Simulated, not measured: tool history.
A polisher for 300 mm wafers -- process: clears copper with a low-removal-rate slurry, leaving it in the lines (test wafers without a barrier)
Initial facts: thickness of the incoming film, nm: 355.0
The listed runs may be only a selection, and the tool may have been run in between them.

run	hour	flow of slurry (ml/min)	pressure of the wafer on the pad (psi)	speed of the pad under the wafer (cm/s)	abrasive content of the slurry	overpolish time after the end point (s)	time until the end point was called (s)	dishing of a wide line in a test structure (angstrom)
1	0.0	315	2.1	132	1.0	22	137.340	336.11
2	7.7	315	2.1	132	1.0	15	135.160	252.20
3	10.8	315	2.3	132	1.0	16	122.870	284.09
4	12.1	315	2.3	132	1.0	24	123.760	376.85
5	17.1	315	2.3	118	1.0	24	137.940	351.13
6	19.5	315	2.3	142	1.0	24	116.960	408.65
7	20.4	315	2.4	142	1.0	23	112.410	382.25
8	25.6	315	2.5	142	1.0	23	105.850	402.52

Run 9 has not been measured yet. What should we expect?
9	29.5	315	3.0	144	1.0	17	?	?

Logged for run 9: time until the end point was called (s) 89.461, dishing of a wide line in a test structure (angstrom) 387.69.
